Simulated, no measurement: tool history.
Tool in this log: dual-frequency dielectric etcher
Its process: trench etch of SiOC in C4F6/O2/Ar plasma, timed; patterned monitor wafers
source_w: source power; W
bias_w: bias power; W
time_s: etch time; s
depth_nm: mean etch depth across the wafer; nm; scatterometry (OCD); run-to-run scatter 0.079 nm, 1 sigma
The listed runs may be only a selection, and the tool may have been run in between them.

{"run": 1, "day": 0.0, "source_w": 280, "bias_w": 257, "time_s": 13.0, "depth_nm": 28.91}
{"run": 2, "day": 0.075, "source_w": 280, "bias_w": 231, "time_s": 13.0, "depth_nm": 28.243}
{"run": 3, "day": 0.304, "source_w": 280, "bias_w": 253, "time_s": 13.0, "depth_nm": 28.89}
{"run": 4, "day": 0.371, "source_w": 230, "bias_w": 253, "time_s": 13.0, "depth_nm": 26.852}
{"run": 5, "day": 0.733, "source_w": 270, "bias_w": 253, "time_s": 13.0, "depth_nm": 28.433}
{"run": 6, "day": 1.079, "source_w": 320, "bias_w": 253, "time_s": 13.0, "depth_nm": 30.183}
{"run": 7, "day": 1.133, "source_w": 260, "bias_w": 202, "time_s": 12.5, "depth_nm": 25.504}

Predict the results of run 8:
{"run": 8, "day": 1.304, "source_w": 250, "bias_w": 199, "time_s": 12.5, "depth_nm": "?"}

depth_nm: 24.965 nm

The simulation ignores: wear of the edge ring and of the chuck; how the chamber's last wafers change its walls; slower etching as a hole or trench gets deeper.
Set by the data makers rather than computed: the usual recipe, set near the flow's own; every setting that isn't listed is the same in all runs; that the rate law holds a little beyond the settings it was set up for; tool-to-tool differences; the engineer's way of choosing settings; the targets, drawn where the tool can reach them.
